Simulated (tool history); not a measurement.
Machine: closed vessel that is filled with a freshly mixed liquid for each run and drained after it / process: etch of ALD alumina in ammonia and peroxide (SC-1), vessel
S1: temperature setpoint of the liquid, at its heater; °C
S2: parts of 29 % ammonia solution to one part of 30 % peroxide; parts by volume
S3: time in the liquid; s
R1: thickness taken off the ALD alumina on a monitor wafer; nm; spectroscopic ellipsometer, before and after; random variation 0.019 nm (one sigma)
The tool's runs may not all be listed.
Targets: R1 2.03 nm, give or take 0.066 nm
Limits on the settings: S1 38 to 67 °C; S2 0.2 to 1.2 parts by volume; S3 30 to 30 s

Run 1, hour 0: S1 51 °C, S2 0.8 parts by volume, S3 30 s. Result: R1 1.7694 nm.
Run 2, hour 7.9: S1 51 °C, S2 0.8 parts by volume, S3 30 s. Result: R1 1.7237 nm.
Run 3, hour 9: S1 52 °C, S2 0.8 parts by volume, S3 30 s. Result: R1 1.8472 nm.
Run 4, hour 13.5: S1 52.5 °C, S2 0.8 parts by volume, S3 30 s. Result: R1 1.8594 nm.
Run 5, hour 22.3: S1 52.5 °C, S2 0.8 parts by volume, S3 30 s. Result: R1 1.8993 nm.
Run 6, hour 27.5: S1 52.5 °C, S2 0.65 parts by volume, S3 30 s. Result: R1 1.8257 nm.
Run 7, hour 32.8: S1 53 °C, S2 0.65 parts by volume, S3 30 s. Result: R1 1.8839 nm.
Run 8, hour 36.2: S1 53.5 °C, S2 0.65 parts by volume, S3 30 s. Result: R1 1.9422 nm.

Exercise: of the 4 proposed moves below, exactly one satisfies all targets within the stated allowed misses. Which move is it?
Run A, hour 39.6: S1 52 °C, S2 0.85 parts by volume, S3 30 s. Result: R1 ?.
Run B, hour 39.6: S1 52.5 °C, S2 0.65 parts by volume, S3 30 s. Result: R1 ?.
Run C, hour 39.6: S1 56 °C, S2 0.7 parts by volume, S3 30 s. Result: R1 ?.
Run D, hour 39.6: S1 54.5 °C, S2 0.55 parts by volume, S3 30 s. Result: R1 ?.

move      R1
   A  1.8609
   B  1.8638
   C  2.2627
   D  2.0424
A: misses by more than the last run did
B: misses by more than the last run did
C: pushes the last run's worst result past its target
D: all results land within tolerance of their targets
D meets every target.
